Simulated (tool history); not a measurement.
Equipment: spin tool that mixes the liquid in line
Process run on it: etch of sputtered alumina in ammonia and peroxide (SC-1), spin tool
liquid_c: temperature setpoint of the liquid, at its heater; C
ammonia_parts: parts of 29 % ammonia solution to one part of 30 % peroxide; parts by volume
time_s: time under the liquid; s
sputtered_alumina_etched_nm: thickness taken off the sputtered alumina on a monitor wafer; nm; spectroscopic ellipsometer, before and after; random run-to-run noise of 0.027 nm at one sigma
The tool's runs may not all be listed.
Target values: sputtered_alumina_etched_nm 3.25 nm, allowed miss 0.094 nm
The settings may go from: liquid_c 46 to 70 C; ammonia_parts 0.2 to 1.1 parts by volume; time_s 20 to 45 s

| run | hour | liquid_c | ammonia_parts | time_s | sputtered_alumina_etched_nm |
|---|---|---|---|---|---|
| 1 | 0 | 62 | 0.6 | 45 | 6.7488 |
| 2 | 1 | 60 | 0.6 | 45 | 6.0974 |
| 3 | 6.2 | 60 | 0.55 | 45 | 5.9526 |
| 4 | 15.2 | 65.5 | 0.55 | 45 | 7.8862 |
| 5 | 20.5 | 63 | 0.55 | 45 | 7.0182 |
| 6 | 25.8 | 61 | 0.55 | 45 | 6.4179 |
| 7 | 32.9 | 59 | 0.55 | 45 | 5.7228 |
| 8 | 39.7 | 57.5 | 0.55 | 45 | 5.3348 |
| 9 | 45 | 56 | 0.55 | 45 | 4.9298 |
| 10 | 45.9 | 55 | 0.55 | 45 | 4.6806 |
| 11 | 53.8 | 54 | 0.55 | 45 | 4.3682 |
| 12 | 54.5 | 53 | 0.55 | 45 | 4.164 |
| 13 | 60.8 | 52.5 | 0.55 | 45 | 4.0973 |
| 14 | 69.6 | 52 | 0.55 | 45 | 3.9955 |
| 15 | 71.5 | 51.5 | 0.55 | 45 | 3.852 |
| 16 | 75.6 | 51 | 0.55 | 45 | 3.7173 |

Of the 5 settings listed for the next run, only one would bring every result within its allowed miss of target. Which one?
| A | 79.7 | 50.5 | 0.6 | 40 | ? |
| B | 79.7 | 49.5 | 0.65 | 45 | ? |
| C | 79.7 | 55 | 0.35 | 45 | ? |
| D | 79.7 | 50 | 0.45 | 45 | ? |
| E | 79.7 | 48.5 | 0.9 | 45 | ? |

| move | sputtered_alumina_etched_nm |
|---|---|
| A | 3.2489 |
| B | 3.4858 |
| C | 4.4274 |
| D | 3.46 |
| E | 3.4018 |
A: every result lands within tolerance
B: gains on the last run, yet a result remains outside its allowed miss
C: lands further from the targets than the last run did
D: gains on the last run, yet a result remains outside its allowed miss
E: gains on the last run, yet a result remains outside its allowed miss
Go with A: it meets all targets.
